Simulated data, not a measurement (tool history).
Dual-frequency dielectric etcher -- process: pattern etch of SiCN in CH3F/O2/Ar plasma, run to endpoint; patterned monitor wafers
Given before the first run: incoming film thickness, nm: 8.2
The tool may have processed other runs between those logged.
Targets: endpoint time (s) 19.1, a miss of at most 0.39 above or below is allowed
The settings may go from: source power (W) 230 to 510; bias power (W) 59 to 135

run	day	source power (W)	bias power (W)	endpoint time (s)
1	0	370	97	22.317
2	0.317	370	91	22.691
3	0.679	370	83	23.456
4	1.029	410	90	21.953
5	1.346	410	102	20.885
6	1.554	380	102	21.579
7	1.9	410	104	20.785
# day 1.95: source power generator calibrated
8	1.95	430	105	20.026

Which one of the following 5 next-run settings gets every result inside its allowed miss? There is exactly one.
A	2	490	119	?
B	2	460	127	?
C	2	480	119	?
D	2	450	114	?
E	2	380	100	?

move	endpoint time (s)
A	18.157
B	18.184
C	18.307
D	19.079
E	21.413
A: takes the result that was furthest off past its target
B: takes the result that was furthest off past its target
C: takes the result that was furthest off past its target
D: every result within its allowed miss
E: the biggest miss grows against the last run
Move D is the one to make.
